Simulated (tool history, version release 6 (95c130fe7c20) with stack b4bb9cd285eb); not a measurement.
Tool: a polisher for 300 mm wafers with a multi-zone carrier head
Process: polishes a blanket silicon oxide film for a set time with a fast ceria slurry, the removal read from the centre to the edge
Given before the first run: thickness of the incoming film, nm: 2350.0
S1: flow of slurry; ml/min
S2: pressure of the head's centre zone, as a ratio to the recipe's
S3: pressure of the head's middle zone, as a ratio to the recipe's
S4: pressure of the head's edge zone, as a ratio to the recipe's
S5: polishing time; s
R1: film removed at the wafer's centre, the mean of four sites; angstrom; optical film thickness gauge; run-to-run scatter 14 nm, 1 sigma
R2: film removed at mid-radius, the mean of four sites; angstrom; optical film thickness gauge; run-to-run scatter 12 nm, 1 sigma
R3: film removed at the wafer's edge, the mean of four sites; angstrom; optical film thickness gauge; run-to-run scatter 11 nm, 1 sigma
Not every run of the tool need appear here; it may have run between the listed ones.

run  hour   S1    S2    S3    S4  S5      R1      R2      R3
  1     0  285     1     1     1  46    6772  6968.3  6933.9
  2     3  285  0.97     1     1  46  6835.4  6870.1  6852.5
  3   9.4  225  0.97     1     1  46  6358.2  6656.4  6853.5
  4  16.4  260  1.02  1.04     1  49  7319.9  7600.3  7384.9
  5    23  260  1.02  1.04     1  53  7970.5  8233.3  7665.6
  6  29.6  270  1.05  1.06  1.03  55    8496  8650.9  8511.1
  7  37.4  290  1.08  1.09  1.02  56  8826.2  9062.2  8332.8
  8  41.1  295   1.1  1.11  1.02  58  9320.1  9653.1  8573.3
  9    43  300  1.12  1.12  1.02  59   10008  9961.9  8992.7
 10  45.2  300  1.12  1.12  1.02  59  9823.2   10001  9203.3
 11  50.1  305  1.14  1.13     1  59  9984.7   10138  8760.1
 12  57.7  305  1.15  1.14     1  59   10321   10128  9026.3

Expected results for the next run?
 13    61  305  1.15  1.15   1  59   ?   ?   ?

R1: 10161 angstrom
R2: 10346 angstrom
R3: 8797.6 angstrom

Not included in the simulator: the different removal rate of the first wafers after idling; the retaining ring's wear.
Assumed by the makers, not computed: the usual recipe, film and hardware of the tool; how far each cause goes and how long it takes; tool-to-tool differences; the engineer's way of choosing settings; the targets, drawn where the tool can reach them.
